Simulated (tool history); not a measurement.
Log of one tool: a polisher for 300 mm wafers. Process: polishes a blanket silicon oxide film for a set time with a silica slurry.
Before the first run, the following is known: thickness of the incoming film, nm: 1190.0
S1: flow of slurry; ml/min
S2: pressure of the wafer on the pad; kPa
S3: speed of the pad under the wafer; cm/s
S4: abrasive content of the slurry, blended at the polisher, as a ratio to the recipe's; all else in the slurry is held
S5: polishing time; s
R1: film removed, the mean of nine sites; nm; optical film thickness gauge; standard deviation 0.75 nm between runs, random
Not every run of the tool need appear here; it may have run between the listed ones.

{"run": 1, "day": 0.0, "S1": 245, "S2": 26.9, "S3": 146, "S4": 1, "S5": 33, "R1": 117.88}
{"run": 2, "day": 0.288, "S1": 205, "S2": 26.9, "S3": 146, "S4": 1, "S5": 33, "R1": 116.01}
{"run": 3, "day": 0.479, "S1": 165, "S2": 26.9, "S3": 146, "S4": 1, "S5": 33, "R1": 112.19}
{"run": 4, "day": 0.671, "S1": 165, "S2": 26.9, "S3": 146, "S4": 1, "S5": 33, "R1": 111.71}
{"run": 5, "day": 1.004, "S1": 165, "S2": 24.1, "S3": 146, "S4": 1, "S5": 33, "R1": 100}
{"run": 6, "day": 1.183, "S1": 165, "S2": 22.1, "S3": 146, "S4": 1, "S5": 33, "R1": 92.739}
{"run": 7, "day": 1.229, "S1": 165, "S2": 22.1, "S3": 146, "S4": 1, "S5": 33, "R1": 92.858}
{"run": 8, "day": 1.458, "S1": 165, "S2": 20.7, "S3": 146, "S4": 1, "S5": 33, "R1": 88.717}
{"run": 9, "day": 1.771, "S1": 165, "S2": 19.3, "S3": 146, "S4": 1, "S5": 33, "R1": 81.921}

Expected results for the next run?
{"run": 10, "day": 1.962, "S1": 165, "S2": 18.6, "S3": 146, "S4": 1, "S5": 33, "R1": "?"}

Run 10 produced R1 79.89 nm.
